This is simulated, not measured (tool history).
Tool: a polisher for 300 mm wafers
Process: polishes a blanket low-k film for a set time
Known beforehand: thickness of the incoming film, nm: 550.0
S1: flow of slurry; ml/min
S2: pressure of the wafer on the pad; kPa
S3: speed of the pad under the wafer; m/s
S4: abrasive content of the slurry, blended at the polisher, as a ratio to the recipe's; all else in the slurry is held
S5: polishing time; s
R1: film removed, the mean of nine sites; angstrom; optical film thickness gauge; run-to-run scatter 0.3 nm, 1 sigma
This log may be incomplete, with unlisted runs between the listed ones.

run  hour   S1    S2    S3   S4  S5      R1
  1     0  280  13.8  0.96    1  34  139.22
  2   5.6  280  10.3  0.96    1  34  102.26
  3  14.5  280  10.3  0.96  0.8  34  93.893
  4  21.7  280  10.3  0.76  0.8  34    80.4
  5  23.3  280  11.7  0.78  0.8  34  93.486
  6  32.1  280  11.7  0.78  0.8  30  81.872
  7    40  280  13.1   0.8  0.8  30  94.638
  8    47  280  13.8  0.82  0.8  30  100.42
  9  51.5  280  14.5  0.84  0.8  30   105.8

Run 10, settings as shown, results not yet in. Your forecast:
 10  52.2  280  15.2  0.86  0.8  30   ?

{"run 10": {"R1": 111.56}}

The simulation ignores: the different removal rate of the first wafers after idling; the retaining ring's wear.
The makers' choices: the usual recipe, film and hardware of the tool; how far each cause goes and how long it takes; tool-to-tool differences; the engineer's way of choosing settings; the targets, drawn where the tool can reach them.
